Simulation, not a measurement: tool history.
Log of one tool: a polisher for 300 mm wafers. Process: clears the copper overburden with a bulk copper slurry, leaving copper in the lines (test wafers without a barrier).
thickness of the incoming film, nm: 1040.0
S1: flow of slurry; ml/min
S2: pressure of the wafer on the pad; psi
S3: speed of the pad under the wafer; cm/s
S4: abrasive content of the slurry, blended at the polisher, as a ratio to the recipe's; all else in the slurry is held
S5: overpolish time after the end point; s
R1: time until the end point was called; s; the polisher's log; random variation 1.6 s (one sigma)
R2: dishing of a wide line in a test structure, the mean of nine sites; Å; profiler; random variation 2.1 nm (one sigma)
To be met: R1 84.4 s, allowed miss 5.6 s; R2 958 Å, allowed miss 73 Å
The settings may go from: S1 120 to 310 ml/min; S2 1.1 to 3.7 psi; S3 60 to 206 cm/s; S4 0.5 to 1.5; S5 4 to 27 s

run  hour   S1   S2   S3   S4  S5      R1      R2
  1     0  200  2.4  132    1  14  150.49  692.32
  2   5.8  200  2.6  134    1  14  136.58  740.85
  3   7.6  200  2.7  134    1  14  129.82  761.29
  4   8.8  200  2.8  134    1  14  125.09   789.1
  5  14.7  200  2.8  134    1  16  126.55  854.49
     20.8  -- slurry nozzle cleaned
  6  20.8  200  2.5  134    1  16  127.02  805.84
  7  26.2  200  2.6  140    1  15  121.16   867.3
  8  30.2  225  3.2  150  1.1   9  91.207  725.93
  9  32.7  220  3.3  150  1.1  11  87.078  849.54
 10  41.7  220  3.3  150  1.1  11   87.63  911.49

Which of these 5 next moves meets every target?
  A  50.7  225    3  180   0.9  10   ?   ?
  B  50.7  245  3.1  136   1.2  14   ?   ?
  C  50.7  205  3.5  138  1.35  10   ?   ?
  D  50.7  140  3.7  144   1.5   9   ?   ?
  E  50.7  245  3.2  160   1.2  12   ?   ?

move      R1      R2
   A  82.274  833.39
   B   98.74  933.99
   C  86.753  813.75
   D  82.735  782.25
   E   81.77  960.35
A: further off than the last run
B: brings the result that was furthest off to its target, and leaves another outside
C: further off than the last run
D: further off than the last run
E: meets every target
Move E is the one to make.

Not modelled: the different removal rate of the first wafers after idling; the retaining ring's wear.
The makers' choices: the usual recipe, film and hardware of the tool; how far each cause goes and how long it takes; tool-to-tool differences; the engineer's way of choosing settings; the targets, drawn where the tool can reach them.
